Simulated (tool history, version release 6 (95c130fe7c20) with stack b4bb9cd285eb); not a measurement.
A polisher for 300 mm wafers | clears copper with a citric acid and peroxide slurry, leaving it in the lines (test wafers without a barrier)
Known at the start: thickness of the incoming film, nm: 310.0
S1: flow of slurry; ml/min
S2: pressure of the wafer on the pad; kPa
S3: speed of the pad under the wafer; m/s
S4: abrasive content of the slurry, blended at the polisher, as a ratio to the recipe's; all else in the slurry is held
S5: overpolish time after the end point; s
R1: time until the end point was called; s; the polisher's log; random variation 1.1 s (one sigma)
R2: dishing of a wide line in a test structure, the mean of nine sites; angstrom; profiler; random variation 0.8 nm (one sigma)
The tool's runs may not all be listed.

Run 1, hour 0.0: S1 195 ml/min, S2 28.3 kPa, S3 1.36 m/s, S4 1.00, S5 27 s. Result: R1 86.241 s, R2 597.30 angstrom.
Run 2, hour 3.3: S1 195 ml/min, S2 28.3 kPa, S3 1.36 m/s, S4 1.10, S5 27 s. Result: R1 83.355 s, R2 633.05 angstrom.
Run 3, hour 11.8: S1 195 ml/min, S2 28.3 kPa, S3 1.52 m/s, S4 1.10, S5 27 s. Result: R1 75.532 s, R2 664.16 angstrom.
Run 4, hour 19.7: S1 195 ml/min, S2 28.3 kPa, S3 1.52 m/s, S4 1.20, S5 27 s. Result: R1 72.557 s, R2 726.05 angstrom.
Run 5, hour 23.4: S1 195 ml/min, S2 28.3 kPa, S3 1.26 m/s, S4 1.20, S5 27 s. Result: R1 89.017 s, R2 632.93 angstrom.
Run 6, hour 24.4: S1 190 ml/min, S2 29.0 kPa, S3 1.28 m/s, S4 1.15, S5 22 s. Result: R1 88.088 s, R2 521.34 angstrom.
Run 7, hour 26.9: S1 190 ml/min, S2 29.6 kPa, S3 1.28 m/s, S4 1.10, S5 19 s. Result: R1 86.765 s, R2 487.65 angstrom.
Run 8, hour 34.9: S1 190 ml/min, S2 29.6 kPa, S3 1.28 m/s, S4 1.05, S5 16 s. Result: R1 88.987 s, R2 408.36 angstrom.

Forecast run 9:
Run 9, hour 41.6: S1 190 ml/min, S2 29.6 kPa, S3 1.28 m/s, S4 1.00, S5 15 s. Result: R1 ?, R2 ?.

R1: 87.402 s
R2: 386.48 angstrom

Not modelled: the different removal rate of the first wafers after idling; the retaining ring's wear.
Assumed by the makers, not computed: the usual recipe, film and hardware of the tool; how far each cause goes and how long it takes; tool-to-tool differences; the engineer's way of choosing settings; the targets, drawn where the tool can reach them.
